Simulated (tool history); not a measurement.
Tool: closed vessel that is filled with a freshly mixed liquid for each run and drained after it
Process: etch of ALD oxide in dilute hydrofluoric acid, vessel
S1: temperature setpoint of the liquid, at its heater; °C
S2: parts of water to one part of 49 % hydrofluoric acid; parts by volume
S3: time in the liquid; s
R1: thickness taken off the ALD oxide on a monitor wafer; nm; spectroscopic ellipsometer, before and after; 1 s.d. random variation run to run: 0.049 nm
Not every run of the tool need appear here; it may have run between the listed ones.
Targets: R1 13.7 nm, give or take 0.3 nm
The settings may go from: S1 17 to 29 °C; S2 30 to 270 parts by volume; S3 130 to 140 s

run    day    S1   S2   S3      R1
  1      0    21  150  130  19.409
  2  0.221    21  185  130  15.295
  3    0.4    20  185  130  14.743
  4  0.479    20  215  130  12.251
  5  0.846    21  215  130  12.717
  6  1.067  21.5  215  130  13.018
  7  1.117  21.5  215  130   12.91
  8  1.442    22  215  130   13.31

Next run, 4 choices. One meets every target within its allowed miss, the rest don't. Which?
  A  1.767    17  190  135   ?
  B  1.767  20.5  205  140   ?
  C  1.767    17  175  135   ?
  D  1.767    22  215  135   ?

move      R1
   A  13.158
   B  14.322
   C  14.477
   D  13.811
A: moves away from the targets compared with the last run
B: takes the biggest miss from the last run beyond its target
C: takes the biggest miss from the last run beyond its target
D: all results land within tolerance of their targets
Go with D: it meets all targets.
